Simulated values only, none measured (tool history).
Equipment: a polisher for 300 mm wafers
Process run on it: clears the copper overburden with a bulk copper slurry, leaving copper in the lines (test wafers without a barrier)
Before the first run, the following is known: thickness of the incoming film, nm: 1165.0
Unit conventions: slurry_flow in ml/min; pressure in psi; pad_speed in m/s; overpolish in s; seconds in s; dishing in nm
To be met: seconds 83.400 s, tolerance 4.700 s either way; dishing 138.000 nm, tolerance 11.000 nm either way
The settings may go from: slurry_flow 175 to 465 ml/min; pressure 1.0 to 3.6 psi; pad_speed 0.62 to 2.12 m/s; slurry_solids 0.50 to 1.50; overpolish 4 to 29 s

Run 1, day 0.000: slurry_flow 295 ml/min, pressure 2.3 psi, pad_speed 1.36 m/s, slurry_solids 1.00, overpolish 15 s. Result: seconds 148.770 s, dishing 71.132 nm.
Run 2, day 0.288: slurry_flow 295 ml/min, pressure 2.6 psi, pad_speed 1.38 m/s, slurry_solids 1.00, overpolish 16 s. Result: seconds 125.530 s, dishing 83.893 nm.
Run 3, day 0.458: slurry_flow 365 ml/min, pressure 2.6 psi, pad_speed 1.38 m/s, slurry_solids 1.00, overpolish 16 s. Result: seconds 124.520 s, dishing 83.014 nm.
Run 4, day 0.762: slurry_flow 365 ml/min, pressure 2.8 psi, pad_speed 1.38 m/s, slurry_solids 1.00, overpolish 17 s. Result: seconds 115.980 s, dishing 89.953 nm.
Run 5, day 1.058: slurry_flow 365 ml/min, pressure 3.0 psi, pad_speed 1.40 m/s, slurry_solids 1.00, overpolish 18 s. Result: seconds 107.780 s, dishing 101.860 nm.
Run 6, day 1.404: slurry_flow 365 ml/min, pressure 3.2 psi, pad_speed 1.42 m/s, slurry_solids 1.00, overpolish 19 s. Result: seconds 100.710 s, dishing 107.420 nm.
Run 7, day 1.604: slurry_flow 365 ml/min, pressure 3.2 psi, pad_speed 1.42 m/s, slurry_solids 1.00, overpolish 19 s. Result: seconds 103.040 s, dishing 110.750 nm.
Run 8, day 1.738: slurry_flow 365 ml/min, pressure 3.3 psi, pad_speed 1.46 m/s, slurry_solids 1.00, overpolish 19 s. Result: seconds 97.535 s, dishing 113.300 nm.
Run 9, day 2.092: slurry_flow 365 ml/min, pressure 3.3 psi, pad_speed 1.46 m/s, slurry_solids 1.00, overpolish 19 s. Result: seconds 98.408 s, dishing 112.260 nm.
Run 10, day 2.408: slurry_flow 365 ml/min, pressure 3.4 psi, pad_speed 1.50 m/s, slurry_solids 1.00, overpolish 20 s. Result: seconds 93.888 s, dishing 123.440 nm.
Run 11, day 2.712: slurry_flow 365 ml/min, pressure 3.5 psi, pad_speed 1.54 m/s, slurry_solids 1.00, overpolish 20 s. Result: seconds 87.362 s, dishing 125.100 nm.

Which one of the following 4 next-run settings gets every result inside its allowed miss? There is exactly one.
Run A, day 3.017: slurry_flow 370 ml/min, pressure 3.6 psi, pad_speed 1.52 m/s, slurry_solids 1.10, overpolish 22 s. Result: seconds ?, dishing ?.
Run B, day 3.017: slurry_flow 350 ml/min, pressure 3.6 psi, pad_speed 1.46 m/s, slurry_solids 1.00, overpolish 17 s. Result: seconds ?, dishing ?.
Run C, day 3.017: slurry_flow 295 ml/min, pressure 3.6 psi, pad_speed 1.50 m/s, slurry_solids 1.10, overpolish 15 s. Result: seconds ?, dishing ?.
Run D, day 3.017: slurry_flow 320 ml/min, pressure 3.6 psi, pad_speed 1.40 m/s, slurry_solids 0.95, overpolish 15 s. Result: seconds ?, dishing ?.

move  seconds  dishing
   A   84.231  131.950
   B   89.275  112.490
   C   86.484  106.570
   D   93.906  101.360
A: in spec on every target
B: lands further from the targets than the last run did
C: lands further from the targets than the last run did
D: lands further from the targets than the last run did
Move A is the one to make.
